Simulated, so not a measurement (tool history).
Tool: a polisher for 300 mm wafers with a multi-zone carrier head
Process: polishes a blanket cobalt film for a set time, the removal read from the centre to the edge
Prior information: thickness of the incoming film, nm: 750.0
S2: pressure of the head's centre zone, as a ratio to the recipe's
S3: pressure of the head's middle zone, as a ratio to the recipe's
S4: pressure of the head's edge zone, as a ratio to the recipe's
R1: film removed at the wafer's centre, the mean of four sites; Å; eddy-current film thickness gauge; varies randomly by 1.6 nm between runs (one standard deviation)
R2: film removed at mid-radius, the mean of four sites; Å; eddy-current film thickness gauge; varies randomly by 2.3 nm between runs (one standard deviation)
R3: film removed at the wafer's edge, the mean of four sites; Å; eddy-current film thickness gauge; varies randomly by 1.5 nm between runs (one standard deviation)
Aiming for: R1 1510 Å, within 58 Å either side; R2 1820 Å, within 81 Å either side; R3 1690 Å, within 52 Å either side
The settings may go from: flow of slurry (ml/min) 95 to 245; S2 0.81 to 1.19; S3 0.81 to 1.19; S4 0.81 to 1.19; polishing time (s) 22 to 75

run 1 hour=0 | flow_of_slurry_(ml/min)=155 S2=1 S3=1 S4=1 polishing_time_(s)=48 | R1=1102.2 R2=1162.2 R3=1143.8
run 2 hour=2.1 | flow_of_slurry_(ml/min)=155 S2=1.06 S3=1 S4=1 polishing_time_(s)=48 | R1=1182.6 R2=1158.1 R3=1145.6
run 3 hour=8.3 | flow_of_slurry_(ml/min)=155 S2=1.06 S3=1 S4=1.07 polishing_time_(s)=48 | R1=1174 R2=1141 R3=1193.6
run 4 hour=9.2 | flow_of_slurry_(ml/min)=165 S2=1.05 S3=1.03 S4=1.09 polishing_time_(s)=51 | R1=1236.7 R2=1268.3 R3=1265.3
run 5 hour=15.8 | flow_of_slurry_(ml/min)=165 S2=1.14 S3=1.03 S4=1.09 polishing_time_(s)=51 | R1=1302.3 R2=1252.6 R3=1260.6
run 6 hour=22.3 | flow_of_slurry_(ml/min)=170 S2=1.11 S3=1.05 S4=1.11 polishing_time_(s)=53 | R1=1366.4 R2=1324.3 R3=1338.7
run 7 hour=31.1 | flow_of_slurry_(ml/min)=175 S2=1.07 S3=1.08 S4=1.13 polishing_time_(s)=55 | R1=1369.4 R2=1439.8 R3=1432.4
run 8 hour=37.4 | flow_of_slurry_(ml/min)=175 S2=1.07 S3=1.08 S4=1.13 polishing_time_(s)=55 | R1=1355.8 R2=1443.1 R3=1400.4

5 candidate next runs follow, results not yet known. Just one meets every target within its allowed miss. Identify it.
run A hour=43.7 | flow_of_slurry_(ml/min)=165 S2=0.92 S3=1.19 S4=1.17 polishing_time_(s)=58 | R1=? R2=? R3=?
run B hour=43.7 | flow_of_slurry_(ml/min)=190 S2=1.04 S3=0.9 S4=1.19 polishing_time_(s)=57 | R1=? R2=? R3=?
run C hour=43.7 | flow_of_slurry_(ml/min)=185 S2=0.98 S3=1.16 S4=1.16 polishing_time_(s)=65 | R1=? R2=? R3=?
run D hour=43.7 | flow_of_slurry_(ml/min)=215 S2=1.19 S3=0.82 S4=0.9 polishing_time_(s)=55 | R1=? R2=? R3=?
run E hour=43.7 | flow_of_slurry_(ml/min)=150 S2=1.03 S3=1.1 S4=1.19 polishing_time_(s)=60 | R1=? R2=? R3=?

move=A R1=1288.9 R2=1624.3 R3=1498.6
move=B R1=1427.4 R2=1283.2 R3=1512.6
move=C R1=1547 R2=1808.3 R3=1691.8
move=D R1=1567 R2=1164.5 R3=1288.4
move=E R1=1438.3 R2=1547.9 R3=1550.3
A: an improvement on the last run, though not all results are within tolerance
B: further off than the last run
C: all results land within tolerance of their targets
D: further off than the last run
E: an improvement on the last run, though not all results are within tolerance
Answer: C
